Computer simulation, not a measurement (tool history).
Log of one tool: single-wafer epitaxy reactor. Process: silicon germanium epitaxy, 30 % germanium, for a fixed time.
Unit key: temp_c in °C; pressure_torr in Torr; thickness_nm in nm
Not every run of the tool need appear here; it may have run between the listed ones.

run 1 hour=0.0 | temp_c=620 pressure_torr=27.7 | thickness_nm=87.021
run 2 hour=7.9 | temp_c=616 pressure_torr=27.7 | thickness_nm=80.089
run 3 hour=13.3 | temp_c=616 pressure_torr=30.9 | thickness_nm=82.977
run 4 hour=19.8 | temp_c=620 pressure_torr=31.0 | thickness_nm=90.191
run 5 hour=21.0 | temp_c=611 pressure_torr=31.0 | thickness_nm=75.241
run 6 hour=23.0 | temp_c=611 pressure_torr=29.2 | thickness_nm=73.509
run 7 hour=26.3 | temp_c=615 pressure_torr=29.3 | thickness_nm=79.714
run 8 hour=32.1 | temp_c=619 pressure_torr=29.4 | thickness_nm=86.692

Forecast run 9:
run 9 hour=40.3 | temp_c=622 pressure_torr=29.5 | thickness_nm=?

{"run 9": {"thickness_nm": 92.745}}
